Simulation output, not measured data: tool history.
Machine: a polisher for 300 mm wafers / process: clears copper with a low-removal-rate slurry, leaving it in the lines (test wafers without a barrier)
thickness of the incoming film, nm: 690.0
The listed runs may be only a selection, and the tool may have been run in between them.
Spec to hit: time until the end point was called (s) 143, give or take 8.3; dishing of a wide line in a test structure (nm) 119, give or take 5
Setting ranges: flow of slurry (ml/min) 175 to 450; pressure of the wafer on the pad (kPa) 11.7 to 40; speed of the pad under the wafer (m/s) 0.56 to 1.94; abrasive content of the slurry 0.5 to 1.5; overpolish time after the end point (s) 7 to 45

run	hour	flow of slurry (ml/min)	pressure of the wafer on the pad (kPa)	speed of the pad under the wafer (m/s)	abrasive content of the slurry	overpolish time after the end point (s)	time until the end point was called (s)	dishing of a wide line in a test structure (nm)
1	0	290	25.5	1.24	1	23	135.24	82.349
2	8	290	25.5	1.22	1	27	142.1	92.659
3	9.8	290	25.5	1.52	1	27	117.95	102.33
4	12.4	290	25.5	1.52	0.9	27	119.7	100.4
5	13.9	295	24.8	1.48	0.95	29	121.87	102.9
6	18.8	295	24.1	1.42	1	32	132.55	107.3
7	25.1	295	24.1	1.4	1	34	131.42	111.99
8	28.9	290	21.4	1.38	1	39	153.28	107.73
9	30.7	295	22.1	1.38	1	39	147.85	111.43

Exactly one of the 5 candidate moves below puts every result within its allowed miss. Which one?
A	32.5	260	22.8	1.42	0.9	42	?	?
B	32.5	270	22.8	1.42	0.95	35	?	?
C	32.5	295	21.4	1.4	1.1	33	?	?
D	32.5	310	22.8	1.26	1.05	36	?	?
E	32.5	255	24.8	1.28	1	33	?	?

move	time until the end point was called (s)	dishing of a wide line in a test structure (nm)
A	144.83	118.58
B	142.92	107.36
C	148.21	100.38
D	151.93	105.18
E	141.63	105.09
A: all results in spec
B: moves away from the targets compared with the last run
C: moves away from the targets compared with the last run
D: moves away from the targets compared with the last run
E: moves away from the targets compared with the last run
Answer: A

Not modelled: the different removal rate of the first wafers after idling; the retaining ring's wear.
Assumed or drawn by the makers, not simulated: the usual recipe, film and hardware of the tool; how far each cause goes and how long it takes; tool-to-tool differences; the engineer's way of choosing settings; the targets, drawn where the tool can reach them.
